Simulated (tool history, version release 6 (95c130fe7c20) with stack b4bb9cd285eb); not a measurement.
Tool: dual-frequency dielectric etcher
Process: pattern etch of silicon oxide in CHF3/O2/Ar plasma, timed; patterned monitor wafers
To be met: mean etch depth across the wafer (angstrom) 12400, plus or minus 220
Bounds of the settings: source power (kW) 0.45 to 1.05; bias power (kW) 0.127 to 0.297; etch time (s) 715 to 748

run    day  source power (kW)  bias power (kW)  etch time (s)  mean etch depth across the wafer (angstrom)
  1      0               0.75            0.212            715                                        16090
  2  0.283               0.75            0.212            748                                        16880
  3  0.554               0.75            0.212            715                                        16130
  4  0.812               0.67            0.194            715                                        14701
  5  0.896               0.58            0.194            715                                        13785
  6  1.212               0.55            0.191            715                                        13330
  7  1.467               0.53             0.19            715                                        13155
  8  1.579               0.53             0.19            715                                        13145
  9  1.646               0.51            0.189            715                                        12876

Which of these 5 next moves meets every target?
  A  1.712               0.53            0.168          747.5                                            ?
  B  1.712                0.5            0.161            720                                            ?
  C  1.712               0.55            0.165            715                                            ?
  D  1.712                0.5            0.188            727                                            ?
  E  1.712               0.56            0.175            715                                            ?

move  mean etch depth across the wafer (angstrom)
   A                                        12977
   B                                        11923
   C                                        12522
   D                                        12947
   E                                        12977
A: further off than the last run
B: pushes the last run's worst result past its target
C: meets every target
D: further off than the last run
E: further off than the last run
Move C is the one to make.

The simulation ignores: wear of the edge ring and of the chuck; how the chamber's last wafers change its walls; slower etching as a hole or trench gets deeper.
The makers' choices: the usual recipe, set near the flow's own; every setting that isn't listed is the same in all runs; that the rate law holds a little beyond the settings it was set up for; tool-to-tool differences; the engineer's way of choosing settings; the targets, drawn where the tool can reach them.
